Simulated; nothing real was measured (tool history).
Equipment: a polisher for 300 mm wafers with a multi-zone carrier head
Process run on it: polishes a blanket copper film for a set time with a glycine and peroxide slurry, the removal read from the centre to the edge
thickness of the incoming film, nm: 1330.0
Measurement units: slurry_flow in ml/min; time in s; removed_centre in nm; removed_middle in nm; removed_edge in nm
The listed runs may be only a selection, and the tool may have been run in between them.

run	hour	slurry_flow	centre_zone	middle_zone	edge_zone	time	removed_centre	removed_middle	removed_edge
1	0.0	165	1.00	1.00	1.00	44	325.73	319.53	337.59
2	8.6	175	1.03	0.99	1.03	46	353.34	336.83	349.43
3	10.1	175	1.03	0.99	0.98	46	349.31	340.93	337.05
4	13.5	170	1.05	0.98	1.02	48	374.10	348.20	368.22
5	19.5	145	1.05	0.98	1.02	48	365.11	342.13	354.85
6	28.3	160	1.07	0.97	1.06	49	388.41	348.06	378.50
7	36.7	170	1.08	0.97	1.09	50	402.04	357.17	388.48

Run 8 has not been measured yet. What should we expect?
8	44.4	175	1.09	0.96	1.11	51	?	?	?

For run 8 the tool returned removed_centre 414.54 nm, removed_middle 367.98 nm, removed_edge 405.34 nm.

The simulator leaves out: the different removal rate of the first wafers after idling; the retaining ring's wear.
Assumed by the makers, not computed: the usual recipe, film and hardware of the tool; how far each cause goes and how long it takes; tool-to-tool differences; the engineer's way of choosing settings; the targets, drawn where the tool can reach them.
